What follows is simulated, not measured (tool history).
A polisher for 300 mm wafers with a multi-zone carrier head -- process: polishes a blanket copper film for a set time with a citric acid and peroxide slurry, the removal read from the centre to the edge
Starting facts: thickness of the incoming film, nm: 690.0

| run | hour | flow of slurry (ml/min) | pressure of the head's centre zone | pressure of the head's middle zone | pressure of the head's edge zone | abrasive content of the slurry | polishing time (s) | film removed at the wafer's centre (Å) | film removed at mid-radius (Å) | film removed at the wafer's edge (Å) |
|---|---|---|---|---|---|---|---|---|---|---|
| 1 | 0 | 150 | 1 | 1 | 1 | 1 | 70 | 1484.6 | 1561.7 | 1628.9 |
| 2 | 8 | 150 | 1 | 1 | 1.04 | 1 | 70 | 1434.7 | 1567.4 | 1681 |
| 3 | 12.6 | 150 | 1 | 1 | 1.04 | 1 | 55 | 1166.1 | 1238.6 | 1323.7 |
| 4 | 17.2 | 150 | 0.94 | 1 | 1.04 | 1 | 55 | 1083.9 | 1220.6 | 1315.9 |
| 5 | 18 | 150 | 0.96 | 0.97 | 1.04 | 1 | 55 | 1082.8 | 1207.6 | 1313.6 |
| 6 | 20.4 | 150 | 0.88 | 0.97 | 1.04 | 1 | 55 | 1001.3 | 1204.7 | 1312.5 |
| 7 | 24.8 | 175 | 0.98 | 0.87 | 1.07 | 1.05 | 55 | 1165.8 | 1156.3 | 1359.3 |
|  | 25.8 | centre zone pressure recalibrated |
| 8 | 25.8 | 175 | 0.99 | 0.86 | 1.07 | 1.05 | 55 | 1319.2 | 1126.8 | 1378.2 |
| 9 | 27.1 | 175 | 0.98 | 0.86 | 1.07 | 1.05 | 55 | 1313 | 1125.9 | 1405.1 |

Run 10 is up next; what results do you expect?
| 10 | 33.1 | 175 | 0.98 | 0.87 | 1.06 | 1.05 | 55 | ? | ? | ? |

{"run 10": {"film removed at the wafer's centre (Å)": 1337.1, "film removed at mid-radius (Å)": 1145.3, "film removed at the wafer's edge (Å)": 1390.1}}
